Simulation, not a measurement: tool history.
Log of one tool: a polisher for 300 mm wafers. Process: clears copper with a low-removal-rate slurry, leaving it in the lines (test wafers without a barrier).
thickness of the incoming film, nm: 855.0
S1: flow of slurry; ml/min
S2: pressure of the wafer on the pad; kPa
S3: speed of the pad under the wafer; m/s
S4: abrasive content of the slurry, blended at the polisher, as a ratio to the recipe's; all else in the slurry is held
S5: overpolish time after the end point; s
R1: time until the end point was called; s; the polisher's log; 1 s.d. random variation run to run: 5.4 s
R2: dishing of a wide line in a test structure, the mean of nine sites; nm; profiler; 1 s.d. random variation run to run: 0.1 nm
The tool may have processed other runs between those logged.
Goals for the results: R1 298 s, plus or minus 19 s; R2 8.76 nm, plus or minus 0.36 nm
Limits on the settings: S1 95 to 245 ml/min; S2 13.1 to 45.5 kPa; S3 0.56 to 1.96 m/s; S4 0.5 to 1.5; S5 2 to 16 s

run  hour   S1    S2    S3  S4  S5      R1      R2
  1     0  155    29  1.26   1   8  150.93  26.862
  2   2.9  155  22.8  1.26   1   8  187.83  21.104
  3   9.8  155  22.8  1.42   1   8  163.98  23.305
  4  17.5  155  22.8  1.22   1   8  191.53  20.401
  5  24.8  155  22.8  1.22   1   5  193.41  13.094
  6  33.1  155  21.4   1.2   1   5  216.54  12.156
  7  41.8  155  20.7   1.2   1   5  218.41  12.023
  8  42.6  155  20.7   1.2   1   5  216.17  12.064
  9    50  155    20   1.2   1   5  229.04  11.561
 10  54.7  155    20   1.2   1   5  226.22  11.635
 11  58.8  155  19.3   1.2   1   5  239.16  11.023
 12  64.5  155  18.6   1.2   1   5  237.67  10.689
 13  72.1  155  18.6   1.2   1   5  233.85  10.794
 14    74  150  17.9   1.2   1   5  253.91  10.258

Which one of the following 5 next-run settings gets every result inside its allowed miss? There is exactly one.
  A  75.9  165  16.5  1.16     1   7   ?   ?
  B  75.9  150  17.2  1.48  0.75   4   ?   ?
  C  75.9  205  18.6  1.34  1.05   5   ?   ?
  D  75.9  155  15.2   1.3   0.9   5   ?   ?
  E  75.9  150  17.9  0.98     1   5   ?   ?

move      R1      R2
   A  277.64  12.811
   B   234.3  8.8651
   C  205.81  12.414
   D  281.72  9.1756
   E  308.02  8.4534
A: its largest miss is bigger than the last run's
B: corrects the largest miss of the last run, while another result sits out of spec
C: its largest miss is bigger than the last run's
D: nearer the targets than the last run, but a result is still out of spec
E: each result inside its tolerance
Correct choice: E, which meets every target
